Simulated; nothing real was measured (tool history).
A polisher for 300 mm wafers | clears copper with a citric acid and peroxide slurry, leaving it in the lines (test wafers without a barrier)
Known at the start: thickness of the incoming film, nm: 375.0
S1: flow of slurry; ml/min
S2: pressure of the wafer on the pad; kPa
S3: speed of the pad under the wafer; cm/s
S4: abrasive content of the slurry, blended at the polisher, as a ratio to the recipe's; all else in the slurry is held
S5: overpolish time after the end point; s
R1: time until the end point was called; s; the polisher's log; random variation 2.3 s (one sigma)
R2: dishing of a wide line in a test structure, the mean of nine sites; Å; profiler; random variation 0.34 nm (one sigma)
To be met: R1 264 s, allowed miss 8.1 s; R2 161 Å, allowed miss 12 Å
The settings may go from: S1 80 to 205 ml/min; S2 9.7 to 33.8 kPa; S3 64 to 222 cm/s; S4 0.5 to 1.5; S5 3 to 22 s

run 1 hour=0 | S1=135 S2=21.4 S3=142 S4=1 S5=11 | R1=140.23 R2=218.88
run 2 hour=1.1 | S1=130 S2=17.9 S3=140 S4=1 S5=12 | R1=169.57 R2=200.37
run 3 hour=9.1 | S1=125 S2=15.2 S3=140 S4=1 S5=13 | R1=199.31 R2=174.77
run 4 hour=15 | S1=125 S2=15.2 S3=160 S4=1 S5=13 | R1=176.57 R2=202.44
run 5 hour=17.6 | S1=115 S2=13.8 S3=156 S4=1 S5=14 | R1=197.48 R2=191.38
run 6 hour=23.7 | S1=115 S2=11 S3=156 S4=1 S5=14 | R1=240.84 R2=152.6
run 7 hour=32.6 | S1=110 S2=11 S3=156 S4=1 S5=15 | R1=245.69 R2=171.26
run 8 hour=38.7 | S1=105 S2=11 S3=156 S4=1 S5=15 | R1=245.82 R2=167.35
run 9 hour=43.1 | S1=95 S2=9.7 S3=156 S4=1 S5=15 | R1=281.3 R2=151.3
run 10 hour=46.4 | S1=100 S2=9.7 S3=156 S4=1 S5=15 | R1=282.57 R2=145.42
run 11 hour=49.7 | S1=105 S2=9.7 S3=156 S4=1 S5=15 | R1=279.67 R2=155.24
run 12 hour=55.8 | S1=110 S2=9.7 S3=156 S4=1 S5=15 | R1=273.61 R2=152.95

5 next moves are on the table. One of them brings every result within its allowed miss. Which?
run A hour=61.9 | S1=110 S2=11.7 S3=146 S4=1.15 S5=14 | R1=? R2=?
run B hour=61.9 | S1=120 S2=10.3 S3=166 S4=1.05 S5=14 | R1=? R2=?
run C hour=61.9 | S1=120 S2=9.7 S3=182 S4=0.75 S5=18 | R1=? R2=?
run D hour=61.9 | S1=90 S2=9.7 S3=170 S4=1 S5=18 | R1=? R2=?
run E hour=61.9 | S1=105 S2=11 S3=142 S4=1 S5=16 | R1=? R2=?

move=A R1=236.62 R2=166.02
move=B R1=236.85 R2=165.03
move=C R1=245.32 R2=198.84
move=D R1=260.42 R2=188.83
move=E R1=264.21 R2=169.12
A: takes the result that was furthest off past its target
B: takes the result that was furthest off past its target
C: takes the result that was furthest off past its target
D: brings the result that was furthest off to its target, and leaves another outside
E: meets every target
The right move is E.

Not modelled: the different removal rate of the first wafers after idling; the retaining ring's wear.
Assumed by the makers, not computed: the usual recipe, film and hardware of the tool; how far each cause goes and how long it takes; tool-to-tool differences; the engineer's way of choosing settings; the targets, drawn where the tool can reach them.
